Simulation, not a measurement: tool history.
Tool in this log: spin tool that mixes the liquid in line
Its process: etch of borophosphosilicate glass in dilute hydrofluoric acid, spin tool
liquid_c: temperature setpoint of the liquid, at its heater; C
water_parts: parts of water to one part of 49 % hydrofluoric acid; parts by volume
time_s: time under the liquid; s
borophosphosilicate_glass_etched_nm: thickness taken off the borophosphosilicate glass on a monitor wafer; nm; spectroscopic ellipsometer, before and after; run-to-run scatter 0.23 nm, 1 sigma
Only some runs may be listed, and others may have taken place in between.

run  hour  liquid_c  water_parts  time_s  borophosphosilicate_glass_etched_nm
  1   0.0      24.0          215      35                               13.849
  2   6.7      25.0          200      35                               15.744
  3  12.7      26.0          190      35                               17.475
  4  18.7      24.0          190      35                               16.186
  5  20.4      25.0          180      35                               17.931
  6  24.0      26.0          170      35                               19.840
  7  30.7      26.5          165      35                               21.216
  8  38.1      30.5          105      35                               41.191
  9  43.4      30.0          105      35                               40.565

Run 10 comes next. What will it give?
 10  46.3      29.0          105      35                                    ?

Run 10 gave borophosphosilicate_glass_etched_nm 39.326 nm.

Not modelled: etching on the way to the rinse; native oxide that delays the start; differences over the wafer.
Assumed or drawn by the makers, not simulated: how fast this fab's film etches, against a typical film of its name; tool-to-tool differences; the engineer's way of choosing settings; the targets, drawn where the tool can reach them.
